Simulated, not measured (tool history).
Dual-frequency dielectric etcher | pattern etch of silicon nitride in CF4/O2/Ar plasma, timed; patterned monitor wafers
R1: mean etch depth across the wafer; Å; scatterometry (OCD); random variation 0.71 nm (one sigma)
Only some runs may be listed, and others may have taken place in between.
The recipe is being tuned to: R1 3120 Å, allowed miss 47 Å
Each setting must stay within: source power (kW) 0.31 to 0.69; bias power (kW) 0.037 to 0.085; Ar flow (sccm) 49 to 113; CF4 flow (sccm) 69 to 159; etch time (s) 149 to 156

{"run": 1, "hour": 0.0, "source power (kW)": 0.5, "bias power (kW)": 0.061, "Ar flow (sccm)": 81, "CF4 flow (sccm)": 114, "etch time (s)": 149, "R1": 3384.9}
{"run": 2, "hour": 7.5, "source power (kW)": 0.5, "bias power (kW)": 0.061, "Ar flow (sccm)": 81, "CF4 flow (sccm)": 100, "etch time (s)": 149, "R1": 3353.7}
{"run": 3, "hour": 15.6, "source power (kW)": 0.49, "bias power (kW)": 0.061, "Ar flow (sccm)": 81, "CF4 flow (sccm)": 100, "etch time (s)": 149, "R1": 3299.9}
{"run": 4, "hour": 19.1, "source power (kW)": 0.48, "bias power (kW)": 0.061, "Ar flow (sccm)": 81, "CF4 flow (sccm)": 100, "etch time (s)": 149, "R1": 3278}
{"run": 5, "hour": 25.8, "source power (kW)": 0.48, "bias power (kW)": 0.061, "Ar flow (sccm)": 81, "CF4 flow (sccm)": 87, "etch time (s)": 149, "R1": 3238.9}
{"run": 6, "hour": 34.5, "source power (kW)": 0.48, "bias power (kW)": 0.061, "Ar flow (sccm)": 81, "CF4 flow (sccm)": 87, "etch time (s)": 156, "R1": 3367.5}
{"run": 7, "hour": 41.6, "source power (kW)": 0.47, "bias power (kW)": 0.061, "Ar flow (sccm)": 81, "CF4 flow (sccm)": 87, "etch time (s)": 156, "R1": 3336.4}
{"run": 8, "hour": 47.3, "source power (kW)": 0.46, "bias power (kW)": 0.061, "Ar flow (sccm)": 81, "CF4 flow (sccm)": 87, "etch time (s)": 156, "R1": 3311.9}
{"run": 9, "hour": 52.0, "source power (kW)": 0.45, "bias power (kW)": 0.061, "Ar flow (sccm)": 81, "CF4 flow (sccm)": 87, "etch time (s)": 156, "R1": 3269.8}
{"run": 10, "hour": 58.3, "source power (kW)": 0.44, "bias power (kW)": 0.061, "Ar flow (sccm)": 81, "CF4 flow (sccm)": 87, "etch time (s)": 156, "R1": 3233.1}
{"run": 11, "hour": 65.1, "source power (kW)": 0.43, "bias power (kW)": 0.061, "Ar flow (sccm)": 81, "CF4 flow (sccm)": 87, "etch time (s)": 156, "R1": 3204.1}

Consider the 5 candidate settings below. Which is the only one whose results all fall within their allowed miss of target?
{"run": "A", "hour": 71.9, "source power (kW)": 0.46, "bias power (kW)": 0.06, "Ar flow (sccm)": 74, "CF4 flow (sccm)": 69, "etch time (s)": 155.5, "R1": "?"}
{"run": "B", "hour": 71.9, "source power (kW)": 0.49, "bias power (kW)": 0.066, "Ar flow (sccm)": 88, "CF4 flow (sccm)": 72, "etch time (s)": 150, "R1": "?"}
{"run": "C", "hour": 71.9, "source power (kW)": 0.4, "bias power (kW)": 0.063, "Ar flow (sccm)": 81, "CF4 flow (sccm)": 82, "etch time (s)": 151, "R1": "?"}
{"run": "D", "hour": 71.9, "source power (kW)": 0.47, "bias power (kW)": 0.053, "Ar flow (sccm)": 90, "CF4 flow (sccm)": 81, "etch time (s)": 155, "R1": "?"}
{"run": "E", "hour": 71.9, "source power (kW)": 0.43, "bias power (kW)": 0.065, "Ar flow (sccm)": 77, "CF4 flow (sccm)": 89, "etch time (s)": 154, "R1": "?"}

move=A R1=3237.1
move=B R1=3265.5
move=C R1=2997.4
move=D R1=3137.5
move=E R1=3240.9
A: further off than the last run
B: further off than the last run
C: pushes the last run's worst result past its target
D: in spec on every target
E: further off than the last run
D is the move that brings every result within its allowed miss.
